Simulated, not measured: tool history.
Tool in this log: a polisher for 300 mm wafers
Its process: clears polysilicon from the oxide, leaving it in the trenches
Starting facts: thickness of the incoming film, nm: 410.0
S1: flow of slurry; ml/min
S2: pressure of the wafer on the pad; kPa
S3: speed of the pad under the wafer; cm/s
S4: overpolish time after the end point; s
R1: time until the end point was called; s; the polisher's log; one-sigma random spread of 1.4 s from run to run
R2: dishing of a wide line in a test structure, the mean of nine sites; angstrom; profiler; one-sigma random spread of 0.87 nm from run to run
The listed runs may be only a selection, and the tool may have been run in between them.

Run 1, hour 0: S1 310 ml/min, S2 18.6 kPa, S3 96 cm/s, S4 9 s. Result: R1 30.692 s, R2 554.18 angstrom.
Run 2, hour 2.5: S1 310 ml/min, S2 18.6 kPa, S3 118 cm/s, S4 9 s. Result: R1 25.298 s, R2 564.62 angstrom.
Run 3, hour 5.4: S1 305 ml/min, S2 16.5 kPa, S3 106 cm/s, S4 9 s. Result: R1 31.016 s, R2 543.8 angstrom.
Run 4, hour 7.1: S1 365 ml/min, S2 16.5 kPa, S3 106 cm/s, S4 9 s. Result: R1 29.722 s, R2 548.22 angstrom.
Run 5, hour 8.2: S1 355 ml/min, S2 15.2 kPa, S3 94 cm/s, S4 9 s. Result: R1 37.328 s, R2 507.58 angstrom.
Run 6, hour 13.6: S1 350 ml/min, S2 13.8 kPa, S3 88 cm/s, S4 10 s. Result: R1 43.377 s, R2 492.42 angstrom.
Run 7, hour 22.2: S1 345 ml/min, S2 13.1 kPa, S3 84 cm/s, S4 11 s. Result: R1 48.06 s, R2 502.87 angstrom.
Run 8, hour 23: S1 345 ml/min, S2 12.4 kPa, S3 82 cm/s, S4 11 s. Result: R1 51.212 s, R2 500.49 angstrom.
Run 9, hour 30.6: S1 345 ml/min, S2 11.7 kPa, S3 80 cm/s, S4 11 s. Result: R1 56.435 s, R2 468.7 angstrom.
Run 10, hour 35.1: S1 340 ml/min, S2 11 kPa, S3 80 cm/s, S4 11 s. Result: R1 60.936 s, R2 439.6 angstrom.
Run 11, hour 40.8: S1 340 ml/min, S2 11 kPa, S3 80 cm/s, S4 11 s. Result: R1 58.28 s, R2 452.52 angstrom.

Run 12, settings as shown, results not yet in. Your forecast:
Run 12, hour 43: S1 335 ml/min, S2 10.3 kPa, S3 78 cm/s, S4 12 s. Result: R1 ?, R2 ?.

{"run 12": {"R1": 62.356, "R2": 455.86}}
